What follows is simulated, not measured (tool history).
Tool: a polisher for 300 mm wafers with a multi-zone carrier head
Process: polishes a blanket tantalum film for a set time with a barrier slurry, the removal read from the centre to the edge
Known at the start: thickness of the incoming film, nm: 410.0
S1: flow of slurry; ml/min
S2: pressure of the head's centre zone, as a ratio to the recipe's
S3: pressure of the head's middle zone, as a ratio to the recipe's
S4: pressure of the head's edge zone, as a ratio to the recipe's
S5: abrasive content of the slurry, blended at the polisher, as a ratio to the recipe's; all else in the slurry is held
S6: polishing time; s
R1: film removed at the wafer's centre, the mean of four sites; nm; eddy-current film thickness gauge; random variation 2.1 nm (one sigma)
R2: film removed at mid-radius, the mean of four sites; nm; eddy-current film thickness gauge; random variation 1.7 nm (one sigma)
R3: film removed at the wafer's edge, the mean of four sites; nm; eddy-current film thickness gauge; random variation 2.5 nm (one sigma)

| run | hour | S1 | S2 | S3 | S4 | S5 | S6 | R1 | R2 | R3 |
|---|---|---|---|---|---|---|---|---|---|---|
| 1 | 0 | 290 | 1 | 1 | 1 | 1 | 85 | 136.49 | 142.35 | 137.42 |
| 2 | 7.6 | 290 | 1 | 1 | 1 | 1 | 101 | 164.2 | 167.48 | 168.28 |
| 3 | 8.9 | 295 | 1.01 | 1.02 | 1.01 | 1 | 101 | 167.16 | 168.88 | 163.62 |
| 4 | 12.3 | 295 | 0.98 | 1.02 | 1.01 | 1 | 101 | 159.62 | 170.71 | 166.82 |
| 5 | 17.2 | 295 | 1.04 | 1.02 | 1.01 | 1 | 101 | 171 | 170.64 | 169.49 |
| 6 | 17.9 | 295 | 1.04 | 1.03 | 1.02 | 1.05 | 101 | 170.13 | 174.78 | 167.3 |
| 7 | 25.8 | 295 | 1.04 | 1.03 | 1.02 | 1.1 | 102 | 177.09 | 176.53 | 171.68 |
| 8 | 32.1 | 295 | 1.04 | 1.04 | 1.03 | 1.15 | 102 | 176.36 | 182.48 | 176.21 |

Forecast run 9:
| 9 | 38.1 | 295 | 1.04 | 1.05 | 1.03 | 1.15 | 102 | ? | ? | ? |

Run 9 gave R1 178.16 nm, R2 181.33 nm, R3 179.19 nm.
